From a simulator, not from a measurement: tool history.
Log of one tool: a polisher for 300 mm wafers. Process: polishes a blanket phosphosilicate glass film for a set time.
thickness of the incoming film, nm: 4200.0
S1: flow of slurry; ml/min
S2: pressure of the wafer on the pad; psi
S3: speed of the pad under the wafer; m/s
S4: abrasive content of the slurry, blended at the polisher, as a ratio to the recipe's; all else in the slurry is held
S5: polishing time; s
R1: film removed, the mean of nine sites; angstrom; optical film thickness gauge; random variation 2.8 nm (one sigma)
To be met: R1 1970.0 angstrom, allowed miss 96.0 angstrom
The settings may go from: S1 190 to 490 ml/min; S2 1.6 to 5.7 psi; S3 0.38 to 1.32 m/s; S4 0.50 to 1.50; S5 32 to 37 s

Run 1, day 0.000: S1 315 ml/min, S2 3.6 psi, S3 0.84 m/s, S4 1.00, S5 37 s. Result: R1 2890.3 angstrom.
Run 2, day 0.158: S1 315 ml/min, S2 3.6 psi, S3 1.04 m/s, S4 1.00, S5 37 s. Result: R1 3277.2 angstrom.
Run 3, day 0.446: S1 245 ml/min, S2 3.6 psi, S3 1.04 m/s, S4 1.00, S5 37 s. Result: R1 3244.9 angstrom.
Run 4, day 0.758: S1 245 ml/min, S2 2.8 psi, S3 1.04 m/s, S4 1.00, S5 37 s. Result: R1 2625.6 angstrom.
Run 5, day 1.125: S1 245 ml/min, S2 2.7 psi, S3 1.04 m/s, S4 1.00, S5 37 s. Result: R1 2602.4 angstrom.
Run 6, day 1.150: S1 245 ml/min, S2 2.7 psi, S3 1.04 m/s, S4 1.00, S5 37 s. Result: R1 2588.1 angstrom.
Run 7, day 1.354: S1 245 ml/min, S2 2.6 psi, S3 1.04 m/s, S4 1.00, S5 37 s. Result: R1 2585.9 angstrom.
Run 8, day 1.604: S1 245 ml/min, S2 2.5 psi, S3 1.04 m/s, S4 1.00, S5 37 s. Result: R1 2435.1 angstrom.
Run 9, day 1.979: S1 245 ml/min, S2 2.4 psi, S3 1.04 m/s, S4 1.00, S5 37 s. Result: R1 2357.8 angstrom.
Run 10, day 2.275: S1 245 ml/min, S2 2.3 psi, S3 1.04 m/s, S4 1.00, S5 37 s. Result: R1 2323.8 angstrom.
Run 11, day 2.542: S1 245 ml/min, S2 2.2 psi, S3 1.04 m/s, S4 1.00, S5 37 s. Result: R1 2202.0 angstrom.
Run 12, day 2.867: S1 245 ml/min, S2 2.0 psi, S3 1.04 m/s, S4 1.00, S5 37 s. Result: R1 2039.7 angstrom.

5 next moves are on the table. One of them brings every result within its allowed miss. Which?
Run A, day 3.192: S1 245 ml/min, S2 2.1 psi, S3 1.12 m/s, S4 0.85, S5 37 s. Result: R1 ?.
Run B, day 3.192: S1 245 ml/min, S2 2.3 psi, S3 1.08 m/s, S4 1.15, S5 33 s. Result: R1 ?.
Run C, day 3.192: S1 255 ml/min, S2 2.1 psi, S3 0.98 m/s, S4 1.10, S5 37 s. Result: R1 ?.
Run D, day 3.192: S1 190 ml/min, S2 1.9 psi, S3 1.22 m/s, S4 0.80, S5 36 s. Result: R1 ?.
Run E, day 3.192: S1 250 ml/min, S2 1.6 psi, S3 1.32 m/s, S4 1.20, S5 36 s. Result: R1 ?.

move      R1
   A  2135.9
   B  2220.4
   C  2151.9
   D  1946.7
   E  2211.1
A: further off than the last run
B: further off than the last run
C: further off than the last run
D: meets every target
E: further off than the last run
Move D is the one to make.
